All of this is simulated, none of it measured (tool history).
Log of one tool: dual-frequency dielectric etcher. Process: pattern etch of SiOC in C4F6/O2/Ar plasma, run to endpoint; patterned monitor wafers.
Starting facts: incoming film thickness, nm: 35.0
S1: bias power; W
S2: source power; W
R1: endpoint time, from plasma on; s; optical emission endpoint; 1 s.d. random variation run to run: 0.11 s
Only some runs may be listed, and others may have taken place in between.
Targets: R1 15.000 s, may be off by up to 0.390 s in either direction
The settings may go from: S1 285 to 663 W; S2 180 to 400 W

{"run": 1, "day": 0.0, "S1": 474, "S2": 290, "R1": 12.819}
{"run": 2, "day": 0.304, "S1": 409, "S2": 290, "R1": 13.22}
{"run": 3, "day": 0.338, "S1": 337, "S2": 290, "R1": 14.051}
{"run": 4, "day": 0.562, "S1": 419, "S2": 290, "R1": 13.292}
{"run": 5, "day": 0.608, "S1": 407, "S2": 290, "R1": 13.306}
{"run": 6, "day": 0.867, "S1": 407, "S2": 250, "R1": 14.242}
{"run": 7, "day": 0.904, "S1": 401, "S2": 250, "R1": 14.349}
{"run": 8, "day": 1.117, "S1": 396, "S2": 250, "R1": 14.404}
{"run": 9, "day": 1.179, "S1": 392, "S2": 250, "R1": 14.325}

Which single option among these 5 for the next run brings every result within its allowed miss of target? Just one does.
{"run": "A", "day": 1.242, "S1": 462, "S2": 230, "R1": "?"}
{"run": "B", "day": 1.242, "S1": 482, "S2": 250, "R1": "?"}
{"run": "C", "day": 1.242, "S1": 447, "S2": 270, "R1": "?"}
{"run": "D", "day": 1.242, "S1": 530, "S2": 250, "R1": "?"}
{"run": "E", "day": 1.242, "S1": 318, "S2": 260, "R1": "?"}

move=A R1=14.353
move=B R1=13.673
move=C R1=13.476
move=D R1=13.328
move=E R1=14.855
A: no better and no worse than the last run
B: lands further from the targets than the last run did
C: lands further from the targets than the last run did
D: lands further from the targets than the last run did
E: hits every target within its allowed miss
So the answer is move E, the one that meets all the targets.

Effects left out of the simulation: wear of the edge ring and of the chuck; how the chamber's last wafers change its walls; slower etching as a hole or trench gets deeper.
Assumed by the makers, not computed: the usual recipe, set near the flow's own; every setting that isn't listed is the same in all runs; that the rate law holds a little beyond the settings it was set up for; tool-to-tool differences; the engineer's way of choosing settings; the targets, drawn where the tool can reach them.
